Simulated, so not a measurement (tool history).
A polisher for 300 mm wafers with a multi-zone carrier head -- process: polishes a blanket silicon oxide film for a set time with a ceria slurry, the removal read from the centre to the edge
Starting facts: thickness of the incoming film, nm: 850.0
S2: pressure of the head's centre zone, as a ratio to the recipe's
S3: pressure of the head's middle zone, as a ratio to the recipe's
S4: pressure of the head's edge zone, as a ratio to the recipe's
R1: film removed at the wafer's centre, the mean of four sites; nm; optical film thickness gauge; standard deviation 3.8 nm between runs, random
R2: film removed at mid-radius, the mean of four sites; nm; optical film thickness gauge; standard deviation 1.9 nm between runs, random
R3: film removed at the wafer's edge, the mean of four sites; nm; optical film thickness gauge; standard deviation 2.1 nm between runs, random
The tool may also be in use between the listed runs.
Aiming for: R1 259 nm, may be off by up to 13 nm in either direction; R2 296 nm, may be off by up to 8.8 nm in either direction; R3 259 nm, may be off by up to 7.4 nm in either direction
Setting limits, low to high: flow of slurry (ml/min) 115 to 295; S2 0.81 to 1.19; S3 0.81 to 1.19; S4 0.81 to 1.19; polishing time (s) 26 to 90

Run 1, day 0: flow of slurry (ml/min) 190, S2 1, S3 1, S4 1, polishing time (s) 58. Result: R1 212.03 nm, R2 217.46 nm, R3 214.42 nm.
Run 2, day 0.312: flow of slurry (ml/min) 205, S2 1.01, S3 1.06, S4 1.03, polishing time (s) 60. Result: R1 226.9 nm, R2 238.81 nm, R3 227.26 nm.
Run 3, day 0.654: flow of slurry (ml/min) 165, S2 1.01, S3 1.06, S4 1.03, polishing time (s) 60. Result: R1 225.42 nm, R2 228.56 nm, R3 219.95 nm.
Run 4, day 0.846: flow of slurry (ml/min) 205, S2 1.01, S3 1.06, S4 1.03, polishing time (s) 60. Result: R1 231.36 nm, R2 237.26 nm, R3 222.85 nm.
Run 5, day 1.058: flow of slurry (ml/min) 205, S2 1.01, S3 1.06, S4 0.94, polishing time (s) 60. Result: R1 225.68 nm, R2 237.56 nm, R3 215.82 nm.
Run 6, day 1.375: flow of slurry (ml/min) 220, S2 1, S3 1.09, S4 0.99, polishing time (s) 62. Result: R1 233.06 nm, R2 253.19 nm, R3 227.76 nm.
Run 7, day 1.604: flow of slurry (ml/min) 230, S2 1, S3 1.12, S4 1.03, polishing time (s) 63. Result: R1 236.98 nm, R2 265.35 nm, R3 238.72 nm.
Run 8, day 1.667: flow of slurry (ml/min) 240, S2 1.01, S3 1.14, S4 1.05, polishing time (s) 64. Result: R1 247.19 nm, R2 274.75 nm, R3 244.6 nm.
Run 9, day 1.708: flow of slurry (ml/min) 245, S2 1.01, S3 1.15, S4 1.07, polishing time (s) 65. Result: R1 247.78 nm, R2 276.88 nm, R3 248.89 nm.

Exercise: of the 4 proposed moves below, exactly one satisfies all targets within the stated allowed misses. Which move is it?
Run A, day 1.75: flow of slurry (ml/min) 225, S2 1, S3 1.16, S4 1.04, polishing time (s) 68. Result: R1 ?, R2 ?, R3 ?.
Run B, day 1.75: flow of slurry (ml/min) 220, S2 1.1, S3 1.1, S4 1.04, polishing time (s) 72. Result: R1 ?, R2 ?, R3 ?.
Run C, day 1.75: flow of slurry (ml/min) 240, S2 1.02, S3 1.17, S4 1.03, polishing time (s) 64. Result: R1 ?, R2 ?, R3 ?.
Run D, day 1.75: flow of slurry (ml/min) 220, S2 1.04, S3 1.09, S4 1.1, polishing time (s) 67. Result: R1 ?, R2 ?, R3 ?.

move      R1      R2      R3
   A  263.34  295.21  257.36
   B  305.98  297.75  272.23
   C  254.76  281.77  242.26
   D  269.07  274.98  260.55
A: each result inside its tolerance
B: gets the furthest-off result to its target, but another result is out of tolerance
C: no better and no worse than the last run
D: further off than the last run
Correct choice: A, which meets every target
